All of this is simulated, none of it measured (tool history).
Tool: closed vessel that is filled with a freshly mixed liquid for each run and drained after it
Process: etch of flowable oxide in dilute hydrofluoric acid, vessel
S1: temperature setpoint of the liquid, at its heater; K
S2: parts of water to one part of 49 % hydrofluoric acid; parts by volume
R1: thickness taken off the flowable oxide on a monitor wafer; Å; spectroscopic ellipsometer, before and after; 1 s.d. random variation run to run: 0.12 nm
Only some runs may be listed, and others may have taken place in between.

{"run": 1, "hour": 0.0, "S1": 297.15, "S2": 120, "time in the liquid (s)": 30, "R1": 53.013}
{"run": 2, "hour": 4.3, "S1": 297.15, "S2": 120, "time in the liquid (s)": 30, "R1": 53.462}
{"run": 3, "hour": 5.8, "S1": 298.15, "S2": 115, "time in the liquid (s)": 30, "R1": 57.493}
{"run": 4, "hour": 10.9, "S1": 298.65, "S2": 110, "time in the liquid (s)": 30, "R1": 62.191}
{"run": 5, "hour": 16.9, "S1": 299.15, "S2": 105, "time in the liquid (s)": 30, "R1": 65.892}
{"run": 6, "hour": 19.5, "S1": 299.15, "S2": 105, "time in the liquid (s)": 30, "R1": 67.501}
{"run": 7, "hour": 26.3, "S1": 299.65, "S2": 100, "time in the liquid (s)": 30, "R1": 70.742}
{"run": 8, "hour": 31.3, "S1": 303.65, "S2": 50, "time in the liquid (s)": 30, "R1": 180.34}
{"run": 9, "hour": 32.9, "S1": 299.65, "S2": 50, "time in the liquid (s)": 30, "R1": 155.28}

Run 10 is up next; what results do you expect?
{"run": 10, "hour": 39.2, "S1": 299.15, "S2": 50, "time in the liquid (s)": 30, "R1": "?"}

Run 10 yielded R1 150.460 Å.

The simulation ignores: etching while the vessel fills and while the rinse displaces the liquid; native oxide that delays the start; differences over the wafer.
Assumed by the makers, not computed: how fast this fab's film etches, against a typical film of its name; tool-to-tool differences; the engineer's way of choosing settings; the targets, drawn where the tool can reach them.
